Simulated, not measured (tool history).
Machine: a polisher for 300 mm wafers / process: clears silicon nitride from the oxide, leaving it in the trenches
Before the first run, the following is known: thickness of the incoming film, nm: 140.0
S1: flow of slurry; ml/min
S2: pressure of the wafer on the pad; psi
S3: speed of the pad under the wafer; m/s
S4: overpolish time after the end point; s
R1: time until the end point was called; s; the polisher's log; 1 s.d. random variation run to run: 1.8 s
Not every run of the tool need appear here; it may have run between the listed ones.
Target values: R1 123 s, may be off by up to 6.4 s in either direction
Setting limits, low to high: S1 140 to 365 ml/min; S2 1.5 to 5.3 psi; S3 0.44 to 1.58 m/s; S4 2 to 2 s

run,hour,S1,S2,S3,S4,R1
1,0,235,3.4,1,2,159.36
2,7.5,235,3.1,1,2,172.63
3,14.4,235,3.1,1,2,176.75
4,18.8,235,3.4,1,2,158.57
5,23,235,3.6,1,2,145.26
6,30.7,235,3.6,0.74,2,191.67
7,36.6,235,4,0.74,2,181.47
8,44.2,235,4.3,0.76,2,165.71
9,51.5,235,4.6,0.78,2,146.86
10,55.1,235,4.8,0.78,2,142.1
11,63,235,4.9,0.78,2,138.66
12,70.2,235,5,0.78,2,136.8

5 next moves are on the table. One of them brings every result within its allowed miss. Which?
A,77.4,175,4.8,0.82,2,?
B,77.4,290,4.9,0.88,2,?
C,77.4,225,5.2,0.7,2,?
D,77.4,235,4.5,0.74,2,?
E,77.4,330,5.2,0.68,2,?

move,R1
A,141.31
B,122.65
C,147.77
D,160.67
E,146.69
A: the biggest miss grows against the last run
B: every result within its allowed miss
C: the biggest miss grows against the last run
D: the biggest miss grows against the last run
E: the biggest miss grows against the last run
The right move is B.
